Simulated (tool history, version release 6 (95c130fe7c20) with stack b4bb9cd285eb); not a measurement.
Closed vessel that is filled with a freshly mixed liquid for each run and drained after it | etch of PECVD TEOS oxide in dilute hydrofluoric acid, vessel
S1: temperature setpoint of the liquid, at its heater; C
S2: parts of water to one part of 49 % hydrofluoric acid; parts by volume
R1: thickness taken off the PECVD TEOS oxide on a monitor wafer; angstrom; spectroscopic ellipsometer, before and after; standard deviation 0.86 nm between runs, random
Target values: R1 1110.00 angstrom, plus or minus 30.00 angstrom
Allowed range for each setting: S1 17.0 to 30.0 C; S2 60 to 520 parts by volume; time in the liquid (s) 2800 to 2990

Run 1, hour 0.0: S1 22.0 C, S2 290 parts by volume, time in the liquid (s) 2800. Result: R1 828.42 angstrom.
Run 2, hour 8.4: S1 20.0 C, S2 290 parts by volume, time in the liquid (s) 2800. Result: R1 778.80 angstrom.
Run 3, hour 16.1: S1 21.0 C, S2 290 parts by volume, time in the liquid (s) 2800. Result: R1 792.30 angstrom.
Run 4, hour 18.9: S1 22.0 C, S2 290 parts by volume, time in the liquid (s) 2800. Result: R1 828.22 angstrom.
Run 5, hour 25.0: S1 20.0 C, S2 290 parts by volume, time in the liquid (s) 2800. Result: R1 774.23 angstrom.
Run 6, hour 28.8: S1 20.0 C, S2 290 parts by volume, time in the liquid (s) 2990. Result: R1 835.11 angstrom.
Run 7, hour 35.9: S1 24.0 C, S2 280 parts by volume, time in the liquid (s) 2990. Result: R1 997.50 angstrom.
Run 8, hour 41.1: S1 24.5 C, S2 280 parts by volume, time in the liquid (s) 2990. Result: R1 1022.30 angstrom.
Run 9, hour 46.8: S1 25.0 C, S2 280 parts by volume, time in the liquid (s) 2990. Result: R1 1047.40 angstrom.
Run 10, hour 54.7: S1 26.0 C, S2 280 parts by volume, time in the liquid (s) 2990. Result: R1 1075.00 angstrom.

Consider the 5 candidate settings below. Which is the only one whose results all fall within their allowed miss of target?
Run A, hour 62.6: S1 27.5 C, S2 295 parts by volume, time in the liquid (s) 2990. Result: R1 ?.
Run B, hour 62.6: S1 27.0 C, S2 295 parts by volume, time in the liquid (s) 2990. Result: R1 ?.
Run C, hour 62.6: S1 27.5 C, S2 295 parts by volume, time in the liquid (s) 2960. Result: R1 ?.
Run D, hour 62.6: S1 24.5 C, S2 280 parts by volume, time in the liquid (s) 2990. Result: R1 ?.
Run E, hour 62.6: S1 26.0 C, S2 270 parts by volume, time in the liquid (s) 2970. Result: R1 ?.

move       R1
   A  1051.20
   B  1034.00
   C  1040.60
   D  1017.10
   E  1114.60
A: moves away from the targets compared with the last run
B: moves away from the targets compared with the last run
C: moves away from the targets compared with the last run
D: moves away from the targets compared with the last run
E: in spec on every target
The right move is E.
